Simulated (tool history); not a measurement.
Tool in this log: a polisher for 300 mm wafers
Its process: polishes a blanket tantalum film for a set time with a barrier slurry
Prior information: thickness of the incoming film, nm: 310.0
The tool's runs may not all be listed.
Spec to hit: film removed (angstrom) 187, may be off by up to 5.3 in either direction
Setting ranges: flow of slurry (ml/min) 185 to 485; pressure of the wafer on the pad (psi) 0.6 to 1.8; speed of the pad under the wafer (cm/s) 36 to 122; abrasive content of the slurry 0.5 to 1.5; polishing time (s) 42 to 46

run,hour,flow of slurry (ml/min),pressure of the wafer on the pad (psi),speed of the pad under the wafer (cm/s),abrasive content of the slurry,polishing time (s),film removed (angstrom)
1,0,310,1.2,78,1,46,365.21
2,1.7,310,1.2,78,1,42,336.2
3,5.7,280,1.2,78,1,42,336.16
4,14.3,330,1.2,78,1,42,339.9
5,20.4,330,1.2,78,1,42,337.04
6,22.6,330,1.4,78,1,42,390.08
7,24.5,330,1.3,76,1,42,357.91
8,25.4,325,1,62,1,42,240.92
9,29.9,325,0.9,62,1,42,220.02
10,38.7,325,0.8,62,1,42,199.76
11,43.6,325,0.7,62,1,42,175.71
12,45,325,0.8,62,1,42,195.43
13,52.8,325,0.8,60,1,42,192.38

Next run, 4 choices. One meets every target within its allowed miss, the rest don't. Which?
A,60.6,360,0.7,62,0.8,43,?
B,60.6,380,0.7,54,1.05,45,?
C,60.6,305,0.7,56,1,45,?
D,60.6,410,0.8,58,0.9,42,?

move,film removed (angstrom)
A,171.63
B,173.19
C,172.63
D,185.98
A: carries the result that was furthest off beyond its target, to the other side
B: carries the result that was furthest off beyond its target, to the other side
C: carries the result that was furthest off beyond its target, to the other side
D: every result within its allowed miss
D is the move that brings every result within its allowed miss.
